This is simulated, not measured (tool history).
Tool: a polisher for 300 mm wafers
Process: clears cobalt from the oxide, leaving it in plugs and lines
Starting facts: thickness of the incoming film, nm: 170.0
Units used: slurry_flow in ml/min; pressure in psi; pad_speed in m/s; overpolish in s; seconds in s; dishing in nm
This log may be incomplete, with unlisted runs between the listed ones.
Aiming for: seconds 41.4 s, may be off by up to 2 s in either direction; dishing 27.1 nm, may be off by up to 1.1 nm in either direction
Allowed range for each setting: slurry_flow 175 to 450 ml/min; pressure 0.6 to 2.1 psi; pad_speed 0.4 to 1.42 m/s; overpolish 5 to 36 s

run	hour	slurry_flow	pressure	pad_speed	overpolish	seconds	dishing
1	0	290	1.3	0.9	18	61.081	36.876
2	4.8	290	1.3	0.7	18	78.848	31.193
3	13	300	1.4	0.7	16	71.059	29.522
4	15	305	1.5	0.7	15	69.683	30.368
5	22.9	305	1.8	0.7	15	55.174	34.562
# hour 27: head pressure recalibrated
6	27	330	1.9	0.7	13	47.494	34.667
7	28.3	410	1.9	0.66	5	49.61	16.519
8	37	330	2.1	0.72	6	41.707	21.532
9	43.7	315	2.1	0.74	6	41.301	22.4
10	48.4	300	2.1	0.76	6	40.237	22.468
11	56.8	295	2.1	0.78	7	38.391	25.65
12	62.4	285	2.1	0.78	7	38.564	25.916
13	67.6	280	2.1	0.78	7	38.956	25.49
14	75.5	275	2.1	0.78	7	39.258	26.02
15	79.3	270	2.1	0.78	7	38.754	25.149

4 next moves are on the table. One of them brings every result within its allowed miss. Which?
A	83.1	240	2.1	0.76	8	?	?
B	83.1	305	2.1	0.86	7	?	?
C	83.1	175	1.8	1	7	?	?
D	83.1	265	1.8	0.98	7	?	?

move	seconds	dishing
A	40.212	27.47
B	34.746	27.707
C	37.649	26.114
D	36.126	26.93
A: in spec on every target
B: gets the furthest-off result to its target, but another result is out of tolerance
C: gets the furthest-off result to its target, but another result is out of tolerance
D: gets the furthest-off result to its target, but another result is out of tolerance
Correct choice: A, which meets every target
